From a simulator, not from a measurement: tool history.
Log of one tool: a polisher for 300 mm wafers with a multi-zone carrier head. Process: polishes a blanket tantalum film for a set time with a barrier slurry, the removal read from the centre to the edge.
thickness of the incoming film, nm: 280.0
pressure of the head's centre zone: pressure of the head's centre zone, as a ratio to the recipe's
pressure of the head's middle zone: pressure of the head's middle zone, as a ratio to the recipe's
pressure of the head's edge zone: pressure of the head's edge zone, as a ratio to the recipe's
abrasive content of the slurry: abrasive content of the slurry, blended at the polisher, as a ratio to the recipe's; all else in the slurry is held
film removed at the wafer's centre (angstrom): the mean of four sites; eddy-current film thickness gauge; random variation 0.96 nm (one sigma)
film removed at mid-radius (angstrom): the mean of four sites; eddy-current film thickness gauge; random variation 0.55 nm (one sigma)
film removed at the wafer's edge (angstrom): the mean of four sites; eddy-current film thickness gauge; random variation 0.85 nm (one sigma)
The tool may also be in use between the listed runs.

| run | day | flow of slurry (ml/min) | pressure of the head's centre zone | pressure of the head's middle zone | pressure of the head's edge zone | abrasive content of the slurry | polishing time (s) | film removed at the wafer's centre (angstrom) | film removed at mid-radius (angstrom) | film removed at the wafer's edge (angstrom) |
|---|---|---|---|---|---|---|---|---|---|---|
| 1 | 0 | 125 | 1 | 1 | 1 | 1 | 47 | 744.83 | 720.56 | 714.6 |
| 2 | 0.354 | 145 | 1 | 1 | 1 | 1 | 47 | 744.13 | 743.18 | 727.62 |
| 3 | 0.579 | 145 | 1 | 1 | 1 | 1.1 | 47 | 759.7 | 753.29 | 735.29 |
| 4 | 0.692 | 145 | 1 | 1 | 0.94 | 1.1 | 47 | 750.46 | 749.66 | 722.11 |
| 5 | 1.042 | 150 | 1 | 1.01 | 0.97 | 1.15 | 47 | 762.72 | 761.76 | 729.7 |
| 6 | 1.371 | 150 | 1 | 1.01 | 0.97 | 1.15 | 40 | 655.95 | 662.54 | 625.73 |
| 7 | 1.479 | 150 | 1 | 1.02 | 0.99 | 1.2 | 41 | 676.11 | 679.13 | 650.54 |
| 8 | 1.792 | 155 | 1 | 1.04 | 1.01 | 1.25 | 42 | 694.84 | 720.52 | 669.03 |
| 9 | 1.812 | 155 | 1 | 1.04 | 1.02 | 1.3 | 43 | 721.9 | 743.39 | 709.78 |
| 10 | 2 | 160 | 1.01 | 1.05 | 1.04 | 1.35 | 43 | 760.25 | 765.36 | 732.94 |
|  | 2.121 | worn pad replaced by a new one |
| 11 | 2.121 | 165 | 1.01 | 1.06 | 1.06 | 1.4 | 43 | 808.5 | 834.39 | 791.34 |

The next listed run, before its measurement:
| 12 | 2.233 | 185 | 1.01 | 1.06 | 1.07 | 1.4 | 43 | ? | ? | ? |

film removed at the wafer's centre (angstrom): 831.6
film removed at mid-radius (angstrom): 853.48
film removed at the wafer's edge (angstrom): 799.66
